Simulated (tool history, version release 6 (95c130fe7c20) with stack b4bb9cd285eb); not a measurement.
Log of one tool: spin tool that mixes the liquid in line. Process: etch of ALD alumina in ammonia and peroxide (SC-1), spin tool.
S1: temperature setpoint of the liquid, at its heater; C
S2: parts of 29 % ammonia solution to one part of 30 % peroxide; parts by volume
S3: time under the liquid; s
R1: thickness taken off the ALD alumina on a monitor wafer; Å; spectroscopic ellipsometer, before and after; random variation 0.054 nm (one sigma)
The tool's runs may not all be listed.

run,hour,S1,S2,S3,R1
1,0.0,52.0,0.65,125,110.990
2,5.9,49.5,0.65,125,96.554
3,14.6,45.5,0.65,125,77.744
4,19.5,46.5,0.65,125,80.903
5,27.4,47.0,0.65,125,84.160
6,34.5,41.0,0.65,125,60.035
# hour 37.8: ammonia flow meter replaced
7,37.8,43.0,0.65,125,67.621

Run 8 comes next. What will it give?
8,46.2,44.5,0.65,125,?

R1: 73.958 Å
